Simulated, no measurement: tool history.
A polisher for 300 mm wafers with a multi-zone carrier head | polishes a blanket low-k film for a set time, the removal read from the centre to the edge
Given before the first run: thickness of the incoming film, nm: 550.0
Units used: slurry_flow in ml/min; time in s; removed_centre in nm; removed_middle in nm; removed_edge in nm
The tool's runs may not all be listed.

run,hour,slurry_flow,centre_zone,middle_zone,edge_zone,slurry_solids,time,removed_centre,removed_middle,removed_edge
1,0.0,285,1.00,1.00,1.00,1.0,55,19.4470,19.2250,20.0420
2,8.9,285,1.00,1.00,1.00,0.8,55,18.6540,18.0600,18.6420
3,13.4,285,1.00,1.00,1.08,0.8,55,18.4720,17.5810,19.0760
4,18.3,285,0.92,1.00,1.08,0.8,55,16.7800,17.9550,19.3360
5,26.2,350,0.92,1.00,1.08,0.8,55,17.7010,18.5140,19.4090
6,28.6,355,0.94,0.97,1.02,0.7,45,14.1720,13.7830,14.9530

What will run 7 give?
7,34.2,325,1.00,1.01,0.92,0.5,30,?,?,?

Logged for run 7: removed_centre 8.7486 nm, removed_middle 8.5209 nm, removed_edge 8.3764 nm.
